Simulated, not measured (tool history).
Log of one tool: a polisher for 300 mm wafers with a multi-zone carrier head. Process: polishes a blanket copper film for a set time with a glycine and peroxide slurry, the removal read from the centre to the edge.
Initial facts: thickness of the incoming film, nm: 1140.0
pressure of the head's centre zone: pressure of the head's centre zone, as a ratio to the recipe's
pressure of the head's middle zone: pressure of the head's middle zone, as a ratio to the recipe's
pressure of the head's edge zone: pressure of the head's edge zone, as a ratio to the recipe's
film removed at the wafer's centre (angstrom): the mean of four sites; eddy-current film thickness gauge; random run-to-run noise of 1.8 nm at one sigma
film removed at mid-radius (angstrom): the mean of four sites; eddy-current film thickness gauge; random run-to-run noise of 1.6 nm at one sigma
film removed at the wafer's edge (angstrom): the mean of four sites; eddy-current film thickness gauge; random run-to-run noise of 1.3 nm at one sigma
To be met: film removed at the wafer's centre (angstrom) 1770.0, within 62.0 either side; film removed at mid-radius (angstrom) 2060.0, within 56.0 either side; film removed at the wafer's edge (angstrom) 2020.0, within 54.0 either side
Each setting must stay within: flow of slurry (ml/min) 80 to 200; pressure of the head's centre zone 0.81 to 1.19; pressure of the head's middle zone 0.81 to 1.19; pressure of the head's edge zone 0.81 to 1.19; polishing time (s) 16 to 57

run	hour	flow of slurry (ml/min)	pressure of the head's centre zone	pressure of the head's middle zone	pressure of the head's edge zone	polishing time (s)	film removed at the wafer's centre (angstrom)	film removed at mid-radius (angstrom)	film removed at the wafer's edge (angstrom)
1	0.0	130	1.00	1.00	1.00	36	2598.8	2567.9	2545.2
2	1.9	130	1.07	1.00	1.00	36	2787.6	2561.9	2606.7
3	10.5	120	1.00	0.99	0.99	35	2464.1	2405.7	2458.6
4	14.9	120	0.92	0.99	0.99	35	2336.7	2398.2	2443.4
5	16.7	120	0.92	1.05	0.99	35	2339.5	2517.0	2445.6
6	18.8	120	0.85	1.05	0.99	35	2213.3	2544.7	2440.3
7	19.8	85	0.81	1.00	0.93	30	1646.2	1872.4	1936.3
8	21.7	95	0.81	1.01	0.93	30	1720.7	1996.7	1956.8
9	26.7	95	0.81	1.01	0.93	30	1701.4	1977.6	1970.9

Which one of the following 5 next-run settings gets every result inside its allowed miss? There is exactly one.
A	31.7	110	0.81	1.00	0.91	30	?	?	?
B	31.7	100	0.91	0.93	1.01	31	?	?	?
C	31.7	90	0.81	0.98	0.95	29	?	?	?
D	31.7	115	0.83	0.88	0.99	31	?	?	?
E	31.7	120	0.87	1.12	0.97	27	?	?	?

move	film removed at the wafer's centre (angstrom)	film removed at mid-radius (angstrom)	film removed at the wafer's edge (angstrom)
A	1787.2	2067.7	2005.1
B	1953.3	1959.6	2141.8
C	1620.9	1859.2	1905.3
D	1901.7	1941.0	2175.7
E	1736.9	2092.4	1883.7
A: in spec on every target
B: further off than the last run
C: further off than the last run
D: further off than the last run
E: brings the result that was furthest off to its target, and leaves another outside
A is the move that brings every result within its allowed miss.
